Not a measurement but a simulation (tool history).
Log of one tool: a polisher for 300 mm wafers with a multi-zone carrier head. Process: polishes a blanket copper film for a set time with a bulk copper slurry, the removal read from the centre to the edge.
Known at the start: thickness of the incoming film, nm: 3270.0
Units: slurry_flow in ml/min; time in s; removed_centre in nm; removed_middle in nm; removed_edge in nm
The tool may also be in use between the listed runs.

run,hour,slurry_flow,centre_zone,middle_zone,edge_zone,slurry_solids,time,removed_centre,removed_middle,removed_edge
1,0,195,1,1,1,1,62,530.15,512.88,504.33
2,7,155,1,1,1,1,62,506.11,492.21,494.69
3,7.6,155,1,1,1.04,1,62,514.54,492.08,491.6
4,11.6,155,1,1,1.04,0.9,55,440.8,430.23,436.31
5,20.4,155,1,1,1.04,0.9,64,503.28,494.31,516.52
6,22.7,155,1,1,1.04,0.9,77,616.9,607.86,610.16
7,23.4,150,1.02,1.01,1,0.8,67,524.09,511.95,503.27
8,30,160,1.01,0.92,0.9,0.55,49,361.78,323.48,328.96
9,34.9,160,1,0.91,0.89,0.55,47,343.79,314.69,315.85
10,40.2,160,0.99,0.9,0.88,0.55,45,328.96,298.13,303.39

Forecast run 11:
11,41.2,160,0.98,0.89,0.87,0.55,44,?,?,?

removed_centre: 316.06 nm
removed_middle: 291.4 nm
removed_edge: 303.62 nm

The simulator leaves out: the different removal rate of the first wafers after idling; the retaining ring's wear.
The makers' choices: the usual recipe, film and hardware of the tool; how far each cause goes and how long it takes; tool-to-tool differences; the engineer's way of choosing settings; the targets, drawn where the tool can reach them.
